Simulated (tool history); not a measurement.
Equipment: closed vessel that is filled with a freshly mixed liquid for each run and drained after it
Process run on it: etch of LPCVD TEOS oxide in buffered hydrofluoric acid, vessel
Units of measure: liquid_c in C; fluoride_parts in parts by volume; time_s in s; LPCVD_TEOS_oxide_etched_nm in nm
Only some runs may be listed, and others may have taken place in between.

{"run": 1, "hour": 0.0, "liquid_c": 21, "fluoride_parts": 10.5, "time_s": 90, "LPCVD_TEOS_oxide_etched_nm": 299.9}
{"run": 2, "hour": 8.7, "liquid_c": 22, "fluoride_parts": 10.5, "time_s": 90, "LPCVD_TEOS_oxide_etched_nm": 316.07}
{"run": 3, "hour": 15.7, "liquid_c": 23, "fluoride_parts": 10.5, "time_s": 90, "LPCVD_TEOS_oxide_etched_nm": 335.43}
{"run": 4, "hour": 17.7, "liquid_c": 23, "fluoride_parts": 12, "time_s": 90, "LPCVD_TEOS_oxide_etched_nm": 295.33}
{"run": 5, "hour": 25.3, "liquid_c": 23, "fluoride_parts": 14, "time_s": 90, "LPCVD_TEOS_oxide_etched_nm": 252.4}
{"run": 6, "hour": 33.4, "liquid_c": 24.5, "fluoride_parts": 13.5, "time_s": 90, "LPCVD_TEOS_oxide_etched_nm": 285.2}
{"run": 7, "hour": 40.0, "liquid_c": 25.5, "fluoride_parts": 13, "time_s": 90, "LPCVD_TEOS_oxide_etched_nm": 309.72}
{"run": 8, "hour": 41.8, "liquid_c": 26.5, "fluoride_parts": 13, "time_s": 90, "LPCVD_TEOS_oxide_etched_nm": 332.11}

What will run 9 give?
{"run": 9, "hour": 48.1, "liquid_c": 27, "fluoride_parts": 13, "time_s": 90, "LPCVD_TEOS_oxide_etched_nm": "?"}

{"run 9": {"LPCVD_TEOS_oxide_etched_nm": 337.43}}
